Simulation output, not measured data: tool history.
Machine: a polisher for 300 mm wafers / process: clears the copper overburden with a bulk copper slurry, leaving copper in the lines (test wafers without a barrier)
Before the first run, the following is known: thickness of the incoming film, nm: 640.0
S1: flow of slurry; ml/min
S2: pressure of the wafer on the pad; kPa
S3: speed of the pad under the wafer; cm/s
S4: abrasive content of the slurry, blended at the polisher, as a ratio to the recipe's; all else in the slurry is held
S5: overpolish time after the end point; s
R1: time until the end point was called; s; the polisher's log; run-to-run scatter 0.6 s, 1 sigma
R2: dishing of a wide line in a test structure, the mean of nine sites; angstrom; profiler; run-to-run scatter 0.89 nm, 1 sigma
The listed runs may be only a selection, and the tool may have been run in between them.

run,hour,S1,S2,S3,S4,S5,R1,R2
1,0.0,195,13.8,126,1.00,28,98.135,743.93
2,0.6,160,13.8,126,1.00,28,102.950,738.14
3,9.3,190,13.1,136,1.00,24,95.304,698.60
4,17.1,190,13.1,112,1.00,24,114.590,637.10
5,23.7,190,11.7,112,1.00,24,131.160,578.57
6,24.5,190,11.7,112,0.85,24,131.810,601.15
7,29.4,215,11.7,118,1.00,21,120.720,582.23

What does the tool deliver on the next run?
8,37.9,270,11.7,154,1.25,8,?,?

{"run 8": {"R1": 86.61, "R2": 368.51}}
